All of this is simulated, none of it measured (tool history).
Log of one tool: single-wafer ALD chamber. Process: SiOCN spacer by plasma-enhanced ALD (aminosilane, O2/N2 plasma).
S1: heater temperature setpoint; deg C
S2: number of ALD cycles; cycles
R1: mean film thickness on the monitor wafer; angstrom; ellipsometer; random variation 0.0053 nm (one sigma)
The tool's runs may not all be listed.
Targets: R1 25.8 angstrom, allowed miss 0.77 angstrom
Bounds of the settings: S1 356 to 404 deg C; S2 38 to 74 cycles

run  hour   S1  S2      R1
  1     0  380  56  34.472
  2   6.9  380  60  36.741
  3  11.8  376  60  36.815
  4    19  376  54  33.147
  5  25.4  376  60  36.861
  6  33.8  376  54  33.378
  7  35.9  376  49  30.273
  8  44.3  376  40  24.643

4 next moves are on the table. One of them brings every result within its allowed miss. Which?
  A  52.7  379  46   ?
  B  52.7  364  46   ?
  C  52.7  373  42   ?
  D  52.7  391  45   ?

move      R1
   A  28.227
   B  28.227
   C  25.772
   D  27.613
A: takes the result that was furthest off past its target
B: takes the result that was furthest off past its target
C: meets every target
D: takes the result that was furthest off past its target
The right move is C.
